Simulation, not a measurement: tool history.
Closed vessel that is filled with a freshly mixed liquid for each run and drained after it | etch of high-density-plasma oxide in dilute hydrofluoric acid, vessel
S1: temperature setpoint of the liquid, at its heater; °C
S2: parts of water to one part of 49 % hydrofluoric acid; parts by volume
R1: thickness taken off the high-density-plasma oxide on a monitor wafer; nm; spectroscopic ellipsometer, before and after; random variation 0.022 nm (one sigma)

Run 1, hour 0.0: S1 23.0 °C, S2 120 parts by volume, time in the liquid (s) 220. Result: R1 9.6547 nm.
Run 2, hour 7.6: S1 26.5 °C, S2 120 parts by volume, time in the liquid (s) 220. Result: R1 11.0330 nm.
Run 3, hour 15.8: S1 26.5 °C, S2 120 parts by volume, time in the liquid (s) 160. Result: R1 8.0635 nm.
Run 4, hour 20.7: S1 26.5 °C, S2 90 parts by volume, time in the liquid (s) 160. Result: R1 11.1400 nm.
Run 5, hour 22.1: S1 29.5 °C, S2 90 parts by volume, time in the liquid (s) 160. Result: R1 12.5450 nm.
Run 6, hour 30.0: S1 27.0 °C, S2 100 parts by volume, time in the liquid (s) 160. Result: R1 10.1570 nm.
Run 7, hour 33.2: S1 25.0 °C, S2 110 parts by volume, time in the liquid (s) 160. Result: R1 8.4038 nm.
Run 8, hour 41.2: S1 25.0 °C, S2 110 parts by volume, time in the liquid (s) 160. Result: R1 8.4200 nm.

The next listed run, before its measurement:
Run 9, hour 47.4: S1 23.5 °C, S2 110 parts by volume, time in the liquid (s) 160. Result: R1 ?.

Run 9 gave R1 7.9511 nm.
